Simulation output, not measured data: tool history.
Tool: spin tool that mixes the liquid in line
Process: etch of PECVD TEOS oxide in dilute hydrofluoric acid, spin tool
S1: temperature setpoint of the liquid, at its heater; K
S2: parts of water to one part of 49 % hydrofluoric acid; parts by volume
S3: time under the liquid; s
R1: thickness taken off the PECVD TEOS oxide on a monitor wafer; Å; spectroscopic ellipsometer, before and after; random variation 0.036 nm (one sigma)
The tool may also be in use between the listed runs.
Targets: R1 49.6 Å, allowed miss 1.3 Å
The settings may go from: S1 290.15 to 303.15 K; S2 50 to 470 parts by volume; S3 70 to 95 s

run    day      S1   S2  S3      R1
  1      0  295.15  260  95  66.446
  2  0.175  294.15  265  95  63.153
  3    0.3  293.15  270  95  59.352
  4  0.383  292.65  275  95  56.218
  5  0.658  292.65  205  95  81.459
  6  0.721  296.15  205  95  91.872
  7  0.829  295.15  225  95  79.806
  8  0.896  294.15  240  95  70.318
  9  1.121  293.15  250  95  63.717
 10  1.267  292.65  255  95  62.487
 11  1.367  292.15  260  95  59.663
 12  1.738  291.65  265  95  57.117
 13  1.892  291.65  265  95   57.73
 14  2.008  291.15  270  95   55.06
 15  2.279  291.15  275  95  53.161
 16  2.342  290.65  280  95  51.592

Which of these 4 next moves meets every target?
  A  2.404  292.15  275  95   ?
  B  2.404  290.65  220  75   ?
  C  2.404  291.65  270  85   ?
  D  2.404  290.15  270  95   ?

move      R1
   A  55.284
   B  54.119
   C  49.662
   D  52.421
A: further off than the last run
B: further off than the last run
C: meets every target
D: further off than the last run
The right move is C.

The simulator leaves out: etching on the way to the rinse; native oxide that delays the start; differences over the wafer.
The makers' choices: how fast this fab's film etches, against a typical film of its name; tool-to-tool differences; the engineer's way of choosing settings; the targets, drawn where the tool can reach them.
